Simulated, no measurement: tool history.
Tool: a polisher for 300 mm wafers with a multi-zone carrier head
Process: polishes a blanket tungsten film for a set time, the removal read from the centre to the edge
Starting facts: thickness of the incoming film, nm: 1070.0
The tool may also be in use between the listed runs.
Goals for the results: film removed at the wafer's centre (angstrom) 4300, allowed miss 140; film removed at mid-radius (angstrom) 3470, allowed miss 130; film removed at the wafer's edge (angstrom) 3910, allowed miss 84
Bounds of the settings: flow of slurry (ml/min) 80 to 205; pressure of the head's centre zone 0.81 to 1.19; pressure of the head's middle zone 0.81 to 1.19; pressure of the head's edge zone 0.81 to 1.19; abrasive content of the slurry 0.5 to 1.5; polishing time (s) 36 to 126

run	hour	flow of slurry (ml/min)	pressure of the head's centre zone	pressure of the head's middle zone	pressure of the head's edge zone	abrasive content of the slurry	polishing time (s)	film removed at the wafer's centre (angstrom)	film removed at mid-radius (angstrom)	film removed at the wafer's edge (angstrom)
1	0	135	1	1	1	1	81	3484.8	3589.4	3621.2
2	6.3	150	1.04	0.96	1.01	1	81	3737.1	3516.9	3674.9
3	10.2	150	1.04	1.01	1.01	1	81	3731.2	3608.4	3737.4
4	13.8	150	0.98	1.01	1.01	1	81	3560.6	3650.5	3691.8
5	18.5	150	0.98	1.01	1.01	1.1	81	3655.6	3732.4	3796.2
6	24.9	165	1.02	0.97	1.02	1.1	81	3872.5	3680.9	3820.1
7	25.8	175	1.05	0.94	1.04	1.1	81	3968	3599.7	3903.6
8	26.4	180	1.08	0.92	1.04	1.1	81	4092.8	3578.6	3904.1

Below are 5 possible settings for the next run. Only one of them brings all results inside the allowed miss of their targets. Which is it?
A	27	145	1.03	0.96	1.02	1.2	84	?	?	?
B	27	160	1.09	0.84	0.94	1.3	84	?	?	?
C	27	135	1.1	0.98	1.11	0.75	88	?	?	?
D	27	165	0.97	0.91	0.99	0.9	87	?	?	?
E	27	185	1.02	0.96	1.05	1.15	82	?	?	?

move	film removed at the wafer's centre (angstrom)	film removed at mid-radius (angstrom)	film removed at the wafer's edge (angstrom)
A	3980.3	3735.6	3977.3
B	4366	3458.3	3955.1
C	4068	3640.8	3977.9
D	3812.6	3626.2	3957.5
E	4021.3	3790.4	4037.9
A: the biggest miss grows against the last run
B: all results land within tolerance of their targets
C: the biggest miss grows against the last run
D: the biggest miss grows against the last run
E: the biggest miss grows against the last run
Correct choice: B, which meets every target

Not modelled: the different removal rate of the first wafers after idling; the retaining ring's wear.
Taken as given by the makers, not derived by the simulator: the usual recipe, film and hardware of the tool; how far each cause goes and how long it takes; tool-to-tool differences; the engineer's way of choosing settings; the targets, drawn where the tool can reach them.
